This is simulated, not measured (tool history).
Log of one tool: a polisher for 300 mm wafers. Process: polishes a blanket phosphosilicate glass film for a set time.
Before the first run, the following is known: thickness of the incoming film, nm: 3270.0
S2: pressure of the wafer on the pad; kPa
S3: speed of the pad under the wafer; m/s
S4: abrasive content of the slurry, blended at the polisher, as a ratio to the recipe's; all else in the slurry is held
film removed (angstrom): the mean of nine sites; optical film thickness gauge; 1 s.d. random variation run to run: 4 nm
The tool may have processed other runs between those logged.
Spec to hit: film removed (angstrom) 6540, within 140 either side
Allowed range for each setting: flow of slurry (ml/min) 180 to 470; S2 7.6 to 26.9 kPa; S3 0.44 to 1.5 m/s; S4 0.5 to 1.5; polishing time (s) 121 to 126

{"run": 1, "hour": 0.0, "flow of slurry (ml/min)": 300, "S2": 17.2, "S3": 0.96, "S4": 1, "polishing time (s)": 121, "film removed (angstrom)": 7145.6}
{"run": 2, "hour": 3.3, "flow of slurry (ml/min)": 345, "S2": 17.2, "S3": 0.96, "S4": 1, "polishing time (s)": 121, "film removed (angstrom)": 7296}
{"run": 3, "hour": 3.9, "flow of slurry (ml/min)": 335, "S2": 17.2, "S3": 0.96, "S4": 1, "polishing time (s)": 121, "film removed (angstrom)": 7245.4}
{"run": 4, "hour": 6.2, "flow of slurry (ml/min)": 295, "S2": 17.2, "S3": 0.96, "S4": 1, "polishing time (s)": 121, "film removed (angstrom)": 7159.6}
{"run": 5, "hour": 7.3, "flow of slurry (ml/min)": 295, "S2": 17.2, "S3": 0.96, "S4": 1, "polishing time (s)": 126, "film removed (angstrom)": 7487.8}
{"run": 6, "hour": 10.5, "flow of slurry (ml/min)": 270, "S2": 17.2, "S3": 0.96, "S4": 1, "polishing time (s)": 126, "film removed (angstrom)": 7382.4}
{"run": 7, "hour": 16.1, "flow of slurry (ml/min)": 260, "S2": 17.2, "S3": 0.96, "S4": 1, "polishing time (s)": 126, "film removed (angstrom)": 7413.6}
{"run": 8, "hour": 19.7, "flow of slurry (ml/min)": 255, "S2": 17.2, "S3": 0.96, "S4": 1, "polishing time (s)": 126, "film removed (angstrom)": 7378.4}

Consider the 5 candidate settings below. Which is the only one whose results all fall within their allowed miss of target?
{"run": "A", "hour": 23.3, "flow of slurry (ml/min)": 335, "S2": 14.5, "S3": 0.98, "S4": 1.1, "polishing time (s)": 126, "film removed (angstrom)": "?"}
{"run": "B", "hour": 23.3, "flow of slurry (ml/min)": 240, "S2": 18.6, "S3": 1.04, "S4": 1.05, "polishing time (s)": 126, "film removed (angstrom)": "?"}
{"run": "C", "hour": 23.3, "flow of slurry (ml/min)": 235, "S2": 14.5, "S3": 1.06, "S4": 1.15, "polishing time (s)": 122, "film removed (angstrom)": "?"}
{"run": "D", "hour": 23.3, "flow of slurry (ml/min)": 280, "S2": 13.8, "S3": 1.02, "S4": 1.05, "polishing time (s)": 121, "film removed (angstrom)": "?"}
{"run": "E", "hour": 23.3, "flow of slurry (ml/min)": 300, "S2": 13.1, "S3": 1.2, "S4": 1, "polishing time (s)": 121, "film removed (angstrom)": "?"}

move=A film_removed_(angstrom)=6734.6
move=B film_removed_(angstrom)=8478.9
move=C film_removed_(angstrom)=6840.7
move=D film_removed_(angstrom)=6105.4
move=E film_removed_(angstrom)=6482.5
A: better than the last run, though not everything is in spec
B: moves away from the targets compared with the last run
C: better than the last run, though not everything is in spec
D: moves the result that the last run missed by most past its target, out the other side
E: every result within its allowed miss
Correct choice: E, which meets every target
